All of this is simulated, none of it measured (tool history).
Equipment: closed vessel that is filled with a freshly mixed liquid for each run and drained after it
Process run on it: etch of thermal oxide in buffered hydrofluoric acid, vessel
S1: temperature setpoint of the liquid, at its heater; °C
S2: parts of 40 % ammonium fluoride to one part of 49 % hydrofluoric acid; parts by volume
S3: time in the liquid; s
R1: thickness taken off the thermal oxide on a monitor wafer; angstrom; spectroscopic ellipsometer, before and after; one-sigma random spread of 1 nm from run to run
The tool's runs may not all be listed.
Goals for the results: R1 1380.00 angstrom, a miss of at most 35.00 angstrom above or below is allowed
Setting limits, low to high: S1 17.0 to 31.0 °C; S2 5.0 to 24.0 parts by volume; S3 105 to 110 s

run 1 day=0.000 | S1=23.0 S2=14.5 S3=105 | R1=809.42
run 2 day=0.254 | S1=23.0 S2=16.5 S3=105 | R1=705.17
run 3 day=0.583 | S1=24.5 S2=16.0 S3=105 | R1=790.04
run 4 day=0.892 | S1=24.5 S2=16.0 S3=110 | R1=831.73
run 5 day=1.033 | S1=25.5 S2=15.5 S3=110 | R1=905.99
run 6 day=1.071 | S1=25.5 S2=19.0 S3=110 | R1=733.91
run 7 day=1.121 | S1=26.5 S2=18.0 S3=110 | R1=821.58
run 8 day=1.317 | S1=27.5 S2=17.0 S3=110 | R1=918.78
run 9 day=1.671 | S1=28.0 S2=16.5 S3=110 | R1=977.36
run 10 day=1.762 | S1=28.5 S2=16.0 S3=110 | R1=1019.30
run 11 day=2.100 | S1=31.0 S2=12.5 S3=110 | R1=1506.00

Consider the 5 candidate settings below. Which is the only one whose results all fall within their allowed miss of target?
run A day=2.438 | S1=31.0 S2=13.0 S3=105 | R1=?
run B day=2.438 | S1=29.5 S2=11.0 S3=110 | R1=?
run C day=2.438 | S1=31.0 S2=11.0 S3=110 | R1=?
run D day=2.438 | S1=30.5 S2=11.0 S3=110 | R1=?
run E day=2.438 | S1=30.0 S2=11.0 S3=110 | R1=?

move=A R1=1365.30
move=B R1=1556.20
move=C R1=1683.40
move=D R1=1640.00
move=E R1=1597.60
A: every result within its allowed miss
B: the biggest miss grows against the last run
C: the biggest miss grows against the last run
D: the biggest miss grows against the last run
E: the biggest miss grows against the last run
Correct choice: A, which meets every target
